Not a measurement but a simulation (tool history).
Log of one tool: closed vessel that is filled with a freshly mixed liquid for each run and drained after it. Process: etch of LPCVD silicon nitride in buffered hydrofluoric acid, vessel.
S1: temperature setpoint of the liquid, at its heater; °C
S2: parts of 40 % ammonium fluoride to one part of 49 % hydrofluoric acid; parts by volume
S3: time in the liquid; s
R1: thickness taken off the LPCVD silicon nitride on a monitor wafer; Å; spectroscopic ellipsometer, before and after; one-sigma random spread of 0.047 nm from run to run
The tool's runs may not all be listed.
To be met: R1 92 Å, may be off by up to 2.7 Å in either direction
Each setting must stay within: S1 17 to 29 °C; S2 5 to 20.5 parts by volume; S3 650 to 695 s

run,hour,S1,S2,S3,R1
1,0,21,12.5,650,70.558
2,6.1,21,15,650,59.198
3,10.4,23,15,650,65.83
4,12.9,23,18.5,650,53.482
5,17.3,23,17,650,58.51
6,20.8,23,20,650,49.911
7,25,24.5,18.5,650,58.54
8,32.6,25.5,17.5,650,65.346
9,34.4,25.5,17.5,650,65.74
10,43.3,25.5,17.5,650,65.243
11,51.3,26.5,17,650,71.428
12,55.9,27,16.5,650,75.436
# hour 57.5: thermometer replaced
13,57.5,27.5,16,650,86.854
14,61.2,28,16,650,88.832

Pick the move, out of 4, that brings all results within their allowed miss; only one does.
A,64.9,28,17.5,675,?
B,64.9,26.5,17,685,?
C,64.9,22.5,13.5,695,?
D,64.9,29,17,680,?

move,R1
A,84.762
B,81.672
C,83.585
D,92.653
A: the biggest miss grows against the last run
B: the biggest miss grows against the last run
C: the biggest miss grows against the last run
D: all results land within tolerance of their targets
D is the move that brings every result within its allowed miss.
